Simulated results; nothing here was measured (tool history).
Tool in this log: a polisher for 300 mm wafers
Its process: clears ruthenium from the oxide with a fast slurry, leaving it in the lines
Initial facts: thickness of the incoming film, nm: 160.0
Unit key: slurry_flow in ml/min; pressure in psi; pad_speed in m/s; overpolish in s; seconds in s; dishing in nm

run  hour  slurry_flow  pressure  pad_speed  slurry_solids  overpolish  seconds  dishing
  1   0.0          200       2.5       1.26            1.0          15   30.816   55.810
  2   5.9          200       2.1       1.26            1.0          15   37.222   48.269
  3  14.3          200       2.1       1.06            1.0          15   42.994   42.398
  4  15.9          160       2.1       1.06            1.0          15   44.438   43.134
  5  20.2          120       2.1       1.06            1.0          15   45.207   40.768
  6  25.0          120       2.1       1.06            1.0          16   45.458   42.044
  7  26.1          120       2.1       1.06            1.0          17   45.000   44.941

Expected results for the next run?
  8  32.9          120       2.1       1.06            1.0          18        ?        ?

{"run 8": {"seconds": 45.865, "dishing": 47.757}}
